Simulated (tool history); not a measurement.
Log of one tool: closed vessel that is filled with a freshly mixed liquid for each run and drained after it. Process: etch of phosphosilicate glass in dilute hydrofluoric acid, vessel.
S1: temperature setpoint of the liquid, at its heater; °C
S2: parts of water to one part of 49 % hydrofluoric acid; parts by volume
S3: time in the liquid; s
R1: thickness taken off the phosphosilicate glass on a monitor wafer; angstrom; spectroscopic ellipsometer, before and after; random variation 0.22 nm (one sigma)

run 1 hour=0 | S1=25 S2=230 S3=30 | R1=158.17
run 2 hour=3.8 | S1=21.5 S2=230 S3=30 | R1=140.87
run 3 hour=8.6 | S1=24.5 S2=195 S3=30 | R1=191.26
run 4 hour=17.4 | S1=27 S2=170 S3=30 | R1=248.44
run 5 hour=19.5 | S1=28.5 S2=160 S3=30 | R1=281.78
run 6 hour=25.6 | S1=30 S2=160 S3=30 | R1=297.03
run 7 hour=26.6 | S1=31 S2=150 S3=30 | R1=333.6

Forecast run 8:
run 8 hour=29.7 | S1=31.5 S2=145 S3=30 | R1=?

{"run 8": {"R1": 351.06}}
